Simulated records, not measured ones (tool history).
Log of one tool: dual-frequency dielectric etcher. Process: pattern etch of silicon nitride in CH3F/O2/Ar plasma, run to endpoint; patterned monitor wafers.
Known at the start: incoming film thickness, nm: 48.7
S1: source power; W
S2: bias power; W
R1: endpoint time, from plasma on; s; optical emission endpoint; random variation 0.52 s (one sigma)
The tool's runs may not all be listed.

| run | hour | S1 | S2 | R1 |
|---|---|---|---|---|
| 1 | 0 | 330 | 56 | 78.762 |
| 2 | 7.6 | 360 | 56 | 75.444 |
| 3 | 13.5 | 330 | 55 | 78.884 |
| 4 | 17.4 | 330 | 60 | 77.148 |
| 5 | 20.7 | 300 | 59 | 80.636 |
| 6 | 24.5 | 300 | 51 | 82.818 |

Run 7 comes next. What will it give?
| 7 | 31.9 | 280 | 50 | ? |

R1: 87.362 s

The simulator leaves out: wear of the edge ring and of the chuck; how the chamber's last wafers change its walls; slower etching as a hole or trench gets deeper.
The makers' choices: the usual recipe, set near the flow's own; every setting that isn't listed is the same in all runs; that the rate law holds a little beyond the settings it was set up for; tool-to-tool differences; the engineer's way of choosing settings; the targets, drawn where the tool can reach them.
